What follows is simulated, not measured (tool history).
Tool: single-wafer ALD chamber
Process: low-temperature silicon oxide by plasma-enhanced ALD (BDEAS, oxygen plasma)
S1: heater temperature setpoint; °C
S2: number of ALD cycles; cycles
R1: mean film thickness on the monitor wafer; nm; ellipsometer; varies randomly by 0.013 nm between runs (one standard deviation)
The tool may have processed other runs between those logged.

run 1 hour=0.0 | S1=95 S2=40 | R1=6.1259
run 2 hour=3.8 | S1=97 S2=39 | R1=5.9245
run 3 hour=5.4 | S1=97 S2=36 | R1=5.4931
run 4 hour=13.2 | S1=99 S2=36 | R1=5.4632
run 5 hour=20.4 | S1=91 S2=36 | R1=5.6019
run 6 hour=25.0 | S1=86 S2=36 | R1=5.6731
run 7 hour=32.5 | S1=89 S2=36 | R1=5.6284
run 8 hour=34.3 | S1=89 S2=36 | R1=5.6233

Run 9 is up next; what results do you expect?
run 9 hour=37.9 | S1=92 S2=36 | R1=?

R1: 5.5782 nm
